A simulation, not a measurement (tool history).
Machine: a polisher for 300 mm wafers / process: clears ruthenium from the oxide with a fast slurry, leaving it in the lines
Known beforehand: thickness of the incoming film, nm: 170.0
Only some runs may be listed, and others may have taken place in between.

run  hour  flow of slurry (ml/min)  pressure of the wafer on the pad (kPa)  speed of the pad under the wafer (cm/s)  abrasive content of the slurry  overpolish time after the end point (s)  time until the end point was called (s)  dishing of a wide line in a test structure (nm)
  1   0.0                      185                                    17.9                                      116                             1.0                                       27                                   40.150                                           77.163
  2   3.1                      170                                    17.9                                      116                             1.0                                       27                                   40.450                                           81.421
  3   8.1                      165                                    17.9                                      116                             1.0                                       28                                   40.203                                           80.646
  4  10.0                      165                                    22.1                                      116                             1.0                                       28                                   33.154                                           93.683
  5  10.9                      165                                    26.2                                      116                             1.0                                       28                                   28.144                                          103.240
  6  16.9                      165                                    26.2                                      116                             1.0                                       18                                   28.693                                           77.726
     21.4  -- worn pad replaced by a new one
  7  21.4                      165                                    25.5                                      116                             1.0                                       20                                   27.547                                           85.603

What does the tool deliver on the next run?
  8  28.4                      165                                    24.8                                      116                             1.0                                       22                                        ?                                                ?

{"run 8": {"time until the end point was called (s)": 27.893, "dishing of a wide line in a test structure (nm)": 90.207}}
